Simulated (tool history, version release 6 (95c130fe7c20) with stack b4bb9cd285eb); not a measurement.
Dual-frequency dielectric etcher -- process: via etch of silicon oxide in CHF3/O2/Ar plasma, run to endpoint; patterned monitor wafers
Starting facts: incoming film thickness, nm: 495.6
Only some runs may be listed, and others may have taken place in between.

{"run": 1, "hour": 0.0, "source power (W)": 730, "bias power (W)": 232, "endpoint time (s)": 203.54}
{"run": 2, "hour": 0.7, "source power (W)": 830, "bias power (W)": 232, "endpoint time (s)": 196.58}
{"run": 3, "hour": 7.7, "source power (W)": 830, "bias power (W)": 199, "endpoint time (s)": 212.79}
{"run": 4, "hour": 11.3, "source power (W)": 860, "bias power (W)": 204, "endpoint time (s)": 207.14}
{"run": 5, "hour": 17.7, "source power (W)": 880, "bias power (W)": 208, "endpoint time (s)": 204.08}
{"run": 6, "hour": 20.2, "source power (W)": 900, "bias power (W)": 211, "endpoint time (s)": 202.38}
{"run": 7, "hour": 22.2, "source power (W)": 920, "bias power (W)": 215, "endpoint time (s)": 197.44}
{"run": 8, "hour": 29.9, "source power (W)": 930, "bias power (W)": 216, "endpoint time (s)": 196.35}
{"run": 9, "hour": 34.1, "source power (W)": 940, "bias power (W)": 217, "endpoint time (s)": 195.25}
{"run": 10, "hour": 36.4, "source power (W)": 950, "bias power (W)": 218, "endpoint time (s)": 193.85}

Estimate the outcome of run 11 from the log above:
{"run": 11, "hour": 42.6, "source power (W)": 960, "bias power (W)": 219, "endpoint time (s)": "?"}

{"run 11": {"endpoint time (s)": 192.6}}

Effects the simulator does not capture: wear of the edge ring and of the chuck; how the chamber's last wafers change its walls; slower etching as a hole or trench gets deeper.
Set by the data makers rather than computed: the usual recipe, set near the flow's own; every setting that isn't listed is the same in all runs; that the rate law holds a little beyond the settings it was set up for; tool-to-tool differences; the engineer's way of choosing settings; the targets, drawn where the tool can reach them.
